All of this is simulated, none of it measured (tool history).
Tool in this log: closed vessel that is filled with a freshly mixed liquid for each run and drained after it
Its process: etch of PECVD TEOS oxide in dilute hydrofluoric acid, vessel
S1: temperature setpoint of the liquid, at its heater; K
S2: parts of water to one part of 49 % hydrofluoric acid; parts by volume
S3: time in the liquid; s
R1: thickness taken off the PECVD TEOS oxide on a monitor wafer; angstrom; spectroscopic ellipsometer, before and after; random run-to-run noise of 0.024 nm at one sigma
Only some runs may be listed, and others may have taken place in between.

run	hour	S1	S2	S3	R1
1	0.0	296.15	165	40	24.001
2	6.5	296.15	220	40	17.101
3	7.2	297.65	215	40	18.573
4	8.0	297.65	215	40	18.519
5	9.3	297.65	215	40	18.652
6	15.1	299.65	215	40	19.926

Forecast run 7:
7	21.0	300.65	210	40	?

{"run 7": {"R1": 21.09}}

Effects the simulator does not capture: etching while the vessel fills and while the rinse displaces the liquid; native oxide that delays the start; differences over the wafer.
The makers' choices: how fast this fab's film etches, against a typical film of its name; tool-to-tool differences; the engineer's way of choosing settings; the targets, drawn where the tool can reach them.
